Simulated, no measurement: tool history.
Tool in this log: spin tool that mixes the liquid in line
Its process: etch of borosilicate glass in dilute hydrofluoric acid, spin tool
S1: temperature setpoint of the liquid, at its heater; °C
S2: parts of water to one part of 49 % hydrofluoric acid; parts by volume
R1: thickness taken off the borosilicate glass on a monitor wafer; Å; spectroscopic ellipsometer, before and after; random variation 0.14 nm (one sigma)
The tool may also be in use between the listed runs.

run 1 day=0.000 | S1=23.0 S2=120 time_under_the_liquid_(s)=295 | R1=402.81
run 2 day=0.054 | S1=23.0 S2=120 time_under_the_liquid_(s)=320 | R1=436.30
run 3 day=0.133 | S1=24.5 S2=120 time_under_the_liquid_(s)=320 | R1=463.55
run 4 day=0.404 | S1=23.5 S2=130 time_under_the_liquid_(s)=320 | R1=401.47
run 5 day=0.642 | S1=22.5 S2=135 time_under_the_liquid_(s)=320 | R1=376.41
run 6 day=0.688 | S1=21.5 S2=140 time_under_the_liquid_(s)=320 | R1=342.20
run 7 day=0.729 | S1=21.0 S2=145 time_under_the_liquid_(s)=320 | R1=324.45
run 8 day=0.821 | S1=20.5 S2=150 time_under_the_liquid_(s)=320 | R1=306.03
run 9 day=0.846 | S1=20.0 S2=155 time_under_the_liquid_(s)=320 | R1=286.15

What will run 10 give?
run 10 day=1.062 | S1=19.5 S2=155 time_under_the_liquid_(s)=320 | R1=?

{"run 10": {"R1": 286.16}}
